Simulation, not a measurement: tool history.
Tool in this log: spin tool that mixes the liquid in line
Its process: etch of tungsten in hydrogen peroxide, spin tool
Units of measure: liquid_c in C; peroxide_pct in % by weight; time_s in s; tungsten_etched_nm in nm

run 1 hour=0.0 | liquid_c=57.0 peroxide_pct=21.0 time_s=15 | tungsten_etched_nm=17.887
run 2 hour=4.1 | liquid_c=51.5 peroxide_pct=21.0 time_s=15 | tungsten_etched_nm=13.063
run 3 hour=7.4 | liquid_c=49.0 peroxide_pct=21.0 time_s=15 | tungsten_etched_nm=11.296
run 4 hour=8.2 | liquid_c=53.5 peroxide_pct=23.5 time_s=15 | tungsten_etched_nm=15.527
-- hour=11.0 peroxide flow meter replaced
run 5 hour=11.0 | liquid_c=53.5 peroxide_pct=20.0 time_s=15 | tungsten_etched_nm=15.224
run 6 hour=16.0 | liquid_c=53.5 peroxide_pct=20.0 time_s=15 | tungsten_etched_nm=15.224
run 7 hour=17.7 | liquid_c=56.5 peroxide_pct=22.5 time_s=15 | tungsten_etched_nm=19.319

What does the tool deliver on the next run?
run 8 hour=20.8 | liquid_c=59.0 peroxide_pct=22.5 time_s=15 | tungsten_etched_nm=?

tungsten_etched_nm: 22.136 nm

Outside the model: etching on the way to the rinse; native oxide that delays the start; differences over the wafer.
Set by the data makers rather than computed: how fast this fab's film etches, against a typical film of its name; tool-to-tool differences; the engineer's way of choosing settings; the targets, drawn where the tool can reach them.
